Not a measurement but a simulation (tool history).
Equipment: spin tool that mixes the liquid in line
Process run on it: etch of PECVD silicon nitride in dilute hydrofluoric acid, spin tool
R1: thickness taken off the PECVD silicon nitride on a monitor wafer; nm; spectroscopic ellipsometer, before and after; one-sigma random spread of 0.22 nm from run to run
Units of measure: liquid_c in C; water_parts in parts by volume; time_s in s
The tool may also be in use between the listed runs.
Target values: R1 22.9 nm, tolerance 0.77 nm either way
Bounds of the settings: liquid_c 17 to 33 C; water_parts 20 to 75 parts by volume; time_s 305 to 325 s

{"run": 1, "hour": 0.0, "liquid_c": 25, "water_parts": 45, "time_s": 305, "R1": 36.976}
{"run": 2, "hour": 5.2, "liquid_c": 23.5, "water_parts": 45, "time_s": 305, "R1": 33.458}
{"run": 3, "hour": 14.1, "liquid_c": 20.5, "water_parts": 45, "time_s": 305, "R1": 26.815}
{"run": 4, "hour": 21.5, "liquid_c": 23, "water_parts": 45, "time_s": 305, "R1": 32.398}
{"run": 5, "hour": 29.2, "liquid_c": 22, "water_parts": 45, "time_s": 305, "R1": 30.172}
{"run": 6, "hour": 36.6, "liquid_c": 21.5, "water_parts": 45, "time_s": 305, "R1": 29.315}
{"hour": 42.1, "done": "hydrofluoric acid flow meter replaced"}
{"run": 7, "hour": 42.1, "liquid_c": 21, "water_parts": 45, "time_s": 305, "R1": 30.592}
{"run": 8, "hour": 47.0, "liquid_c": 20.5, "water_parts": 45, "time_s": 305, "R1": 29.23}
{"run": 9, "hour": 52.1, "liquid_c": 20, "water_parts": 45, "time_s": 305, "R1": 28.458}
{"run": 10, "hour": 53.3, "liquid_c": 19.5, "water_parts": 45, "time_s": 305, "R1": 27.669}
{"run": 11, "hour": 59.8, "liquid_c": 19, "water_parts": 45, "time_s": 305, "R1": 26.058}

Of the 5 settings listed for the next run, only one would bring every result within its allowed miss of target. Which one?
{"run": "A", "hour": 66.3, "liquid_c": 17, "water_parts": 35, "time_s": 325, "R1": "?"}
{"run": "B", "hour": 66.3, "liquid_c": 17.5, "water_parts": 35, "time_s": 325, "R1": "?"}
{"run": "C", "hour": 66.3, "liquid_c": 21, "water_parts": 45, "time_s": 305, "R1": "?"}
{"run": "D", "hour": 66.3, "liquid_c": 21, "water_parts": 60, "time_s": 305, "R1": "?"}
{"run": "E", "hour": 66.3, "liquid_c": 18.5, "water_parts": 45, "time_s": 305, "R1": "?"}

move=A R1=31.113
move=B R1=32.244
move=C R1=30.331
move=D R1=22.916
move=E R1=25.477
A: lands further from the targets than the last run did
B: lands further from the targets than the last run did
C: lands further from the targets than the last run did
D: each result inside its tolerance
E: closes in on the targets versus the last run, not all within tolerance yet
Move D is the one to make.
